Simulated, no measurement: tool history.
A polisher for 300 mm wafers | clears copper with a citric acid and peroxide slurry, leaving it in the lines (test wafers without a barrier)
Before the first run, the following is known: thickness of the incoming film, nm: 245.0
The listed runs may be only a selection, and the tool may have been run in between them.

run,hour,flow of slurry (ml/min),pressure of the wafer on the pad (kPa),speed of the pad under the wafer (cm/s),abrasive content of the slurry,overpolish time after the end point (s),time until the end point was called (s),dishing of a wide line in a test structure (angstrom)
1,0,140,22.8,94,1,10,81.102,187.03
2,2.7,135,21.4,94,1,10,87.415,177.39
3,11.8,135,21.4,94,1.2,10,82.286,180.4
4,18.5,135,21.4,94,1.2,8,82.114,149.24
5,19.9,105,21.4,94,1.2,8,85.602,145.27
6,27,105,21.4,94,1.2,5,86.831,94.181
7,34,105,20,94,1.2,6,91.931,103.36
8,41.9,105,18.6,94,1.2,7,98.469,112.55
9,43.6,105,18.6,94,1.2,7,97.43,112.91

Run 10 is up next; what results do you expect?
10,49.7,95,11.7,92,1.2,11,?,?

Run 10 gave time until the end point was called (s) 150.76, dishing of a wide line in a test structure (angstrom) 118.38.
